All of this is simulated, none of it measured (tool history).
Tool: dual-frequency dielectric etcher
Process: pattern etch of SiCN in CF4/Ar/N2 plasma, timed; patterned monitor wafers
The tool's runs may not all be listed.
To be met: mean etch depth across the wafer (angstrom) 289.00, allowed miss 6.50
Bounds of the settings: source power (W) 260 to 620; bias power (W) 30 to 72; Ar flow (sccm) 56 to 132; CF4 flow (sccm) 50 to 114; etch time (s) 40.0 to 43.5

| run | day | source power (W) | bias power (W) | Ar flow (sccm) | CF4 flow (sccm) | etch time (s) | mean etch depth across the wafer (angstrom) |
|---|---|---|---|---|---|---|---|
| 1 | 0.000 | 440 | 51 | 94 | 82 | 43.5 | 334.60 |
| 2 | 0.308 | 430 | 51 | 94 | 82 | 43.5 | 329.49 |
| 3 | 0.612 | 430 | 51 | 94 | 91 | 43.5 | 336.14 |
| 4 | 0.825 | 420 | 51 | 94 | 91 | 43.5 | 325.87 |
| 5 | 1.025 | 410 | 51 | 94 | 91 | 43.5 | 319.26 |
|  | 1.221 | bias power generator calibrated |
| 6 | 1.221 | 410 | 51 | 108 | 91 | 43.5 | 312.95 |
| 7 | 1.275 | 400 | 51 | 108 | 91 | 43.5 | 311.40 |
| 8 | 1.583 | 390 | 51 | 108 | 91 | 43.5 | 298.70 |

5 next moves are on the table. One of them brings every result within its allowed miss. Which?
| A | 1.892 | 400 | 46 | 93 | 92 | 43.5 | ? |
| B | 1.892 | 400 | 46 | 112 | 97 | 42.0 | ? |
| C | 1.892 | 400 | 53 | 99 | 101 | 41.0 | ? |
| D | 1.892 | 400 | 48 | 105 | 99 | 43.5 | ? |
| E | 1.892 | 410 | 54 | 111 | 80 | 41.5 | ? |

| move | mean etch depth across the wafer (angstrom) |
|---|---|
| A | 301.21 |
| B | 285.52 |
| C | 299.25 |
| D | 303.60 |
| E | 299.00 |
A: further off than the last run
B: meets every target
C: further off than the last run
D: further off than the last run
E: as far off as the last run
Answer: B
